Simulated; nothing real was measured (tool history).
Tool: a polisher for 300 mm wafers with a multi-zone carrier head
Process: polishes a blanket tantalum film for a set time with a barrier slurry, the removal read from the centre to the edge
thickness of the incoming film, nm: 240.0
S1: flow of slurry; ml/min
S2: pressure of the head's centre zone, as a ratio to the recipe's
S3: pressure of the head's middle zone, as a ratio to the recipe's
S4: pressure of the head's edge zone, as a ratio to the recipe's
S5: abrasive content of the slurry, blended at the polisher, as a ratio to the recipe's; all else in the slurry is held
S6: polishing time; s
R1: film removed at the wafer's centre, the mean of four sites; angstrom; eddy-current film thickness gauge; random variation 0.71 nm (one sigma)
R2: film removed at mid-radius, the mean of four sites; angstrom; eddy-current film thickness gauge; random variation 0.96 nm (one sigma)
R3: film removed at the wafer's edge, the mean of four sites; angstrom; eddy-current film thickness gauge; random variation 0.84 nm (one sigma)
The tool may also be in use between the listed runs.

{"run": 1, "hour": 0.0, "S1": 185, "S2": 1.0, "S3": 1.0, "S4": 1.0, "S5": 1.0, "S6": 83, "R1": 878.21, "R2": 872.88, "R3": 893.25}
{"run": 2, "hour": 2.0, "S1": 175, "S2": 0.95, "S3": 0.96, "S4": 1.02, "S5": 0.9, "S6": 82, "R1": 782.38, "R2": 807.64, "R3": 858.22}
{"run": 3, "hour": 8.6, "S1": 215, "S2": 0.95, "S3": 0.96, "S4": 1.02, "S5": 0.9, "S6": 82, "R1": 804.28, "R2": 845.13, "R3": 876.9}
{"run": 4, "hour": 15.8, "S1": 215, "S2": 0.95, "S3": 0.99, "S4": 1.02, "S5": 0.9, "S6": 82, "R1": 802.33, "R2": 862.99, "R3": 881.46}
{"run": 5, "hour": 18.9, "S1": 195, "S2": 0.95, "S3": 0.99, "S4": 1.02, "S5": 0.9, "S6": 82, "R1": 792.2, "R2": 842.01, "R3": 853.09}
{"run": 6, "hour": 21.4, "S1": 155, "S2": 0.95, "S3": 0.99, "S4": 1.02, "S5": 0.9, "S6": 82, "R1": 744.65, "R2": 786.7, "R3": 847.84}

Run 7 comes next. What will it give?
{"run": 7, "hour": 27.2, "S1": 145, "S2": 0.93, "S3": 0.96, "S4": 1.03, "S5": 0.85, "S6": 82, "R1": "?", "R2": "?", "R3": "?"}

R1: 713.78 angstrom
R2: 782.61 angstrom
R3: 836.95 angstrom
